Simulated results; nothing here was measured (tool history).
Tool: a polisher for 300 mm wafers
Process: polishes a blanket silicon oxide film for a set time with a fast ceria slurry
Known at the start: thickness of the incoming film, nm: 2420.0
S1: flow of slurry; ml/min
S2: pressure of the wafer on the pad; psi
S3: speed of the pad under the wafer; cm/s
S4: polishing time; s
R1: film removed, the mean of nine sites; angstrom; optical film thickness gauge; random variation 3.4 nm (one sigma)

Run 1, hour 0: S1 140 ml/min, S2 1.7 psi, S3 100 cm/s, S4 53 s. Result: R1 5017 angstrom.
Run 2, hour 6.6: S1 135 ml/min, S2 1.6 psi, S3 100 cm/s, S4 53 s. Result: R1 4741.8 angstrom.
Run 3, hour 15: S1 130 ml/min, S2 1.5 psi, S3 100 cm/s, S4 53 s. Result: R1 4427.1 angstrom.
Run 4, hour 16.3: S1 125 ml/min, S2 1.5 psi, S3 100 cm/s, S4 53 s. Result: R1 4405.1 angstrom.
Run 5, hour 22.2: S1 125 ml/min, S2 1.5 psi, S3 116 cm/s, S4 53 s. Result: R1 5052.6 angstrom.
Run 6, hour 25.5: S1 150 ml/min, S2 1.5 psi, S3 116 cm/s, S4 53 s. Result: R1 5184.3 angstrom.
Run 7, hour 30.4: S1 145 ml/min, S2 1.4 psi, S3 116 cm/s, S4 53 s. Result: R1 4867.5 angstrom.
Run 8, hour 33.3: S1 140 ml/min, S2 1.3 psi, S3 116 cm/s, S4 53 s. Result: R1 4466.3 angstrom.

Run 9 comes next. What will it give?
Run 9, hour 34.8: S1 135 ml/min, S2 1.3 psi, S3 116 cm/s, S4 53 s. Result: R1 ?.

{"run 9": {"R1": 4432.2}}
